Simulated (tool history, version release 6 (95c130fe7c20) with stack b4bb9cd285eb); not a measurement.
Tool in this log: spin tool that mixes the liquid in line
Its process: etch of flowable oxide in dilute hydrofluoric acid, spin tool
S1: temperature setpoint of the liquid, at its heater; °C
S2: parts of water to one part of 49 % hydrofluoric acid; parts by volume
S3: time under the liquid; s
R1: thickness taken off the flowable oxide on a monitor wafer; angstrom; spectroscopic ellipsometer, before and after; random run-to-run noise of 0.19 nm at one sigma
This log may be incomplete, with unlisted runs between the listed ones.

run,hour,S1,S2,S3,R1
1,0,25,115,55,206.7
2,3.2,27.5,115,55,226.38
3,7.2,28.5,110,55,246.85
4,10.9,29,105,55,263.45
5,15.7,29.5,100,55,283.45
6,18.1,29.5,100,60,311.89
7,26.3,30,95,60,335.29

The next listed run, before its measurement:
# hour 29.8: thermometer replaced
8,29.8,30.5,95,60,?

Run 8 produced R1 326.06 angstrom.

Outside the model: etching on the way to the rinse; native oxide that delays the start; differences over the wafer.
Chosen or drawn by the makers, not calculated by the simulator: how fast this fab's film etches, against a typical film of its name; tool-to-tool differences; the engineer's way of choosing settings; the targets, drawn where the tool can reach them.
